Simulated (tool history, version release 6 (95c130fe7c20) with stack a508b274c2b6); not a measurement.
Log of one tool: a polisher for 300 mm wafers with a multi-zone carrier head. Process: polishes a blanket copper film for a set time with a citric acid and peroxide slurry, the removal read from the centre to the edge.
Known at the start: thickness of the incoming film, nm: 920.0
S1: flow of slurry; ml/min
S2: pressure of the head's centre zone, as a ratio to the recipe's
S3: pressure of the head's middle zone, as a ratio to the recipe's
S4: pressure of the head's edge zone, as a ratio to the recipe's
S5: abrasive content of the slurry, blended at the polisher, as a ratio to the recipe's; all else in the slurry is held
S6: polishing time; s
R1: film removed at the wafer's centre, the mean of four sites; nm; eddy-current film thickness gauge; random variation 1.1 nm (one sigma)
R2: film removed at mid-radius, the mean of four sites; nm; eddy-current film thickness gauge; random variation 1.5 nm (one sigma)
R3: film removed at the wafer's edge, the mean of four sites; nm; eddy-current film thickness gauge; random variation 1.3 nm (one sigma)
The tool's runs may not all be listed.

| run | hour | S1 | S2 | S3 | S4 | S5 | S6 | R1 | R2 | R3 |
|---|---|---|---|---|---|---|---|---|---|---|
| 1 | 0.0 | 320 | 1.00 | 1.00 | 1.00 | 1.00 | 82 | 191.11 | 192.61 | 189.70 |
| 2 | 1.8 | 320 | 1.00 | 1.00 | 0.95 | 1.00 | 82 | 188.62 | 193.14 | 190.06 |
| 3 | 2.8 | 320 | 1.00 | 0.99 | 0.95 | 0.95 | 77 | 180.65 | 178.50 | 176.05 |
| 4 | 6.5 | 320 | 1.00 | 0.95 | 0.95 | 0.95 | 77 | 177.49 | 172.87 | 177.15 |
| 5 | 7.4 | 320 | 1.00 | 0.95 | 0.98 | 0.95 | 77 | 182.44 | 170.38 | 180.45 |
| 6 | 10.5 | 320 | 0.93 | 0.95 | 0.98 | 0.95 | 77 | 168.66 | 171.94 | 176.19 |
| 7 | 15.4 | 320 | 0.93 | 0.94 | 0.98 | 0.90 | 72 | 155.02 | 157.11 | 164.70 |
| 8 | 24.1 | 320 | 0.94 | 0.94 | 0.97 | 0.85 | 68 | 145.31 | 144.34 | 154.31 |
| 9 | 29.5 | 320 | 0.94 | 0.94 | 0.97 | 0.85 | 68 | 148.24 | 149.46 | 152.84 |
| 10 | 33.0 | 320 | 0.94 | 0.93 | 0.97 | 0.80 | 65 | 139.51 | 139.58 | 143.95 |

Run 11 comes next. What will it give?
| 11 | 41.8 | 320 | 0.94 | 0.92 | 0.97 | 0.75 | 63 | ? | ? | ? |

Run 11 gave R1 132.39 nm, R2 130.31 nm, R3 140.75 nm.
